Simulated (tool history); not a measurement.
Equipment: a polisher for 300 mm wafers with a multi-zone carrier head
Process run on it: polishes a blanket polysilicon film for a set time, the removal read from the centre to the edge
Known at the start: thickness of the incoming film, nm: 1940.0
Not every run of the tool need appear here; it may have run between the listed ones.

run,hour,flow of slurry (ml/min),pressure of the head's centre zone,pressure of the head's middle zone,pressure of the head's edge zone,polishing time (s),film removed at the wafer's centre (Å),film removed at mid-radius (Å),film removed at the wafer's edge (Å)
1,0.0,175,1.00,1.00,1.00,33,1898.7,1965.7,1953.8
2,4.7,175,1.00,1.03,1.00,33,1982.0,2012.6,1978.8
3,12.9,175,1.00,1.03,1.05,33,1912.4,2049.0,2049.2
4,14.0,175,1.00,0.94,1.05,33,1879.1,1892.6,1994.8
5,17.7,140,1.00,0.94,1.05,33,1786.8,1822.4,1900.0
6,19.1,140,1.08,0.94,1.05,33,2011.9,1751.0,1961.7
7,26.1,165,1.06,1.00,1.09,34,2081.6,2020.1,2072.6
8,28.7,175,1.03,0.99,1.12,36,2187.5,2153.7,2223.7
9,33.2,185,0.99,0.98,1.14,38,2233.8,2272.5,2371.0

Estimate the outcome of run 10 from the log above:
10,41.0,195,0.96,1.00,1.16,39,?,?,?

film removed at the wafer's centre (Å): 2220.0
film removed at mid-radius (Å): 2372.2
film removed at the wafer's edge (Å): 2539.4

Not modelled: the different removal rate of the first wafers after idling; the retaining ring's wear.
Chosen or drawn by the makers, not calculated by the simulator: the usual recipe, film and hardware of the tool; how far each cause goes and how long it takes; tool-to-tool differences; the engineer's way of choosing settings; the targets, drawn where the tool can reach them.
